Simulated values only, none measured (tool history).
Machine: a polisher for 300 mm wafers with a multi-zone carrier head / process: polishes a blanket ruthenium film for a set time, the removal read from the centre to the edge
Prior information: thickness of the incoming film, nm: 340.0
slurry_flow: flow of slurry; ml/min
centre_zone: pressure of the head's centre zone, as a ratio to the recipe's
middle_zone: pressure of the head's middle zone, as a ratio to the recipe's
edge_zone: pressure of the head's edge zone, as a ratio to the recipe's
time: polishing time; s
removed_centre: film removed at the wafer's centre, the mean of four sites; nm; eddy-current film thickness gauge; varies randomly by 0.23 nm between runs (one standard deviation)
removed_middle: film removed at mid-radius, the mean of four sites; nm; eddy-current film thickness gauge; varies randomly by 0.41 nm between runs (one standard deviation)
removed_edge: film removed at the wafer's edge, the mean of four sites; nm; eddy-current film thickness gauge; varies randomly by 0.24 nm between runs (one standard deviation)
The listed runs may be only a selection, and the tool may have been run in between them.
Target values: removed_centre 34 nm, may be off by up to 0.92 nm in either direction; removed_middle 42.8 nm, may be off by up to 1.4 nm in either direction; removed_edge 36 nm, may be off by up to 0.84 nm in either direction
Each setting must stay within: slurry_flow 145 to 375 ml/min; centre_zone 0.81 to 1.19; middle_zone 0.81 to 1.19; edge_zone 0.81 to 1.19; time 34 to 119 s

Run 1, hour 0: slurry_flow 240 ml/min, centre_zone 1, middle_zone 1, edge_zone 1, time 76 s. Result: removed_centre 60.359 nm, removed_middle 59.091 nm, removed_edge 57.269 nm.
Run 2, hour 3.2: slurry_flow 240 ml/min, centre_zone 1, middle_zone 1, edge_zone 1, time 95 s. Result: removed_centre 75.078 nm, removed_middle 72.839 nm, removed_edge 71.897 nm.
Run 3, hour 5.6: slurry_flow 270 ml/min, centre_zone 1, middle_zone 1, edge_zone 1, time 95 s. Result: removed_centre 76.174 nm, removed_middle 73.735 nm, removed_edge 73.315 nm.
Run 4, hour 9.9: slurry_flow 270 ml/min, centre_zone 1, middle_zone 1, edge_zone 0.95, time 95 s. Result: removed_centre 77.251 nm, removed_middle 73.052 nm, removed_edge 70.35 nm.
Run 5, hour 12: slurry_flow 270 ml/min, centre_zone 0.95, middle_zone 1, edge_zone 0.95, time 95 s. Result: removed_centre 72.547 nm, removed_middle 74.04 nm, removed_edge 71.114 nm.
Run 6, hour 20.3: slurry_flow 250 ml/min, centre_zone 0.91, middle_zone 1, edge_zone 0.92, time 81 s. Result: removed_centre 59.106 nm, removed_middle 62.154 nm, removed_edge 58.976 nm.
Run 7, hour 21.2: slurry_flow 235 ml/min, centre_zone 0.88, middle_zone 1.02, edge_zone 0.9, time 71 s. Result: removed_centre 49.696 nm, removed_middle 56.211 nm, removed_edge 51.687 nm.
Run 8, hour 26.5: slurry_flow 230 ml/min, centre_zone 0.87, middle_zone 1.03, edge_zone 0.88, time 64 s. Result: removed_centre 44.014 nm, removed_middle 49.641 nm, removed_edge 45.421 nm.
Run 9, hour 31: slurry_flow 220 ml/min, centre_zone 0.86, middle_zone 1.05, edge_zone 0.86, time 60 s. Result: removed_centre 40.493 nm, removed_middle 47.68 nm, removed_edge 41.936 nm.
Run 10, hour 34.2: slurry_flow 205 ml/min, centre_zone 0.85, middle_zone 1.06, edge_zone 0.85, time 58 s. Result: removed_centre 38.691 nm, removed_middle 46.034 nm, removed_edge 40.481 nm.
Run 11, hour 41.5: slurry_flow 195 ml/min, centre_zone 0.84, middle_zone 1.07, edge_zone 0.84, time 57 s. Result: removed_centre 37.351 nm, removed_middle 44.899 nm, removed_edge 39.393 nm.
Run 12, hour 48.4: slurry_flow 185 ml/min, centre_zone 0.84, middle_zone 1.08, edge_zone 0.83, time 56 s. Result: removed_centre 36.41 nm, removed_middle 44.308 nm, removed_edge 38.236 nm.
Run 13, hour 55.5: slurry_flow 180 ml/min, centre_zone 0.84, middle_zone 1.09, edge_zone 0.82, time 55 s. Result: removed_centre 35.538 nm, removed_middle 44.022 nm, removed_edge 37.548 nm.
Run 14, hour 60.5: slurry_flow 180 ml/min, centre_zone 0.84, middle_zone 1.09, edge_zone 0.82, time 55 s. Result: removed_centre 35.521 nm, removed_middle 44.32 nm, removed_edge 37.355 nm.
Run 15, hour 62.4: slurry_flow 175 ml/min, centre_zone 0.84, middle_zone 1.09, edge_zone 0.82, time 55 s. Result: removed_centre 35.327 nm, removed_middle 44.034 nm, removed_edge 37.079 nm.
Run 16, hour 65.1: slurry_flow 170 ml/min, centre_zone 0.84, middle_zone 1.09, edge_zone 0.82, time 55 s. Result: removed_centre 35.287 nm, removed_middle 44.669 nm, removed_edge 37.13 nm.
Run 17, hour 65.7: slurry_flow 165 ml/min, centre_zone 0.84, middle_zone 1.08, edge_zone 0.82, time 55 s. Result: removed_centre 35.102 nm, removed_middle 43.521 nm, removed_edge 37.008 nm.
Run 18, hour 70.8: slurry_flow 160 ml/min, centre_zone 0.84, middle_zone 1.08, edge_zone 0.82, time 55 s. Result: removed_centre 35.117 nm, removed_middle 43.843 nm, removed_edge 37.139 nm.

Consider the 4 candidate settings below. Which is the only one whose results all fall within their allowed miss of target?
Run A, hour 75.9: slurry_flow 145 ml/min, centre_zone 0.86, middle_zone 1.13, edge_zone 0.87, time 53 s. Result: removed_centre ?, removed_middle ?, removed_edge ?.
Run B, hour 75.9: slurry_flow 145 ml/min, centre_zone 0.87, middle_zone 1.07, edge_zone 0.81, time 55 s. Result: removed_centre ?, removed_middle ?, removed_edge ?.
Run C, hour 75.9: slurry_flow 170 ml/min, centre_zone 0.81, middle_zone 1.11, edge_zone 0.89, time 54 s. Result: removed_centre ?, removed_middle ?, removed_edge ?.
Run D, hour 75.9: slurry_flow 215 ml/min, centre_zone 0.81, middle_zone 1.01, edge_zone 0.87, time 54 s. Result: removed_centre ?, removed_middle ?, removed_edge ?.

move  removed_centre  removed_middle  removed_edge
   A          33.999          42.955         36.06
   B          35.681          42.542        36.282
   C          33.251          43.869        37.611
   D          34.132          41.463        37.942
A: hits every target within its allowed miss
B: corrects the largest miss of the last run, while another result sits out of spec
C: the biggest miss grows against the last run
D: the biggest miss grows against the last run
The move that meets every target is A.

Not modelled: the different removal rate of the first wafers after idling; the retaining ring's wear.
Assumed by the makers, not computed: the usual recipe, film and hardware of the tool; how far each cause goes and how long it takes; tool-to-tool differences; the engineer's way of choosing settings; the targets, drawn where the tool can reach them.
